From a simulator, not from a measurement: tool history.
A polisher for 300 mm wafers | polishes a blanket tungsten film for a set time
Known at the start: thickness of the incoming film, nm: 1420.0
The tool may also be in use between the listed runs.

run	hour	flow of slurry (ml/min)	pressure of the wafer on the pad (psi)	speed of the pad under the wafer (m/s)	abrasive content of the slurry	polishing time (s)	film removed (Å)
1	0	125	4.8	1	1	39	1887.3
2	1.5	120	4.3	1	1	39	1704.4
3	9.9	120	5.2	1	1	39	2002.2
4	12.6	150	5.2	1	1	39	2161.1
5	16	170	5.2	1	1	39	2202
# hour 23.8: head pressure recalibrated
6	23.8	170	5.2	1	1	36	2196.5
7	30.9	155	4.6	1	1	36	1959.9
8	31.5	140	4.1	0.98	1	36	1628.1
9	35	130	3.8	0.98	1	36	1540.2
10	42.1	130	2.4	0.96	1	36	961.03
11	46.1	135	2.5	0.96	1	36	1016.4
12	52.8	135	2.5	0.96	1	36	1016.8
13	56.3	140	2.5	0.96	1	36	1018.6

The next listed run, before its measurement:
14	62.2	145	2.6	0.96	1	36	?

{"run 14": {"film removed (Å)": 1050.7}}
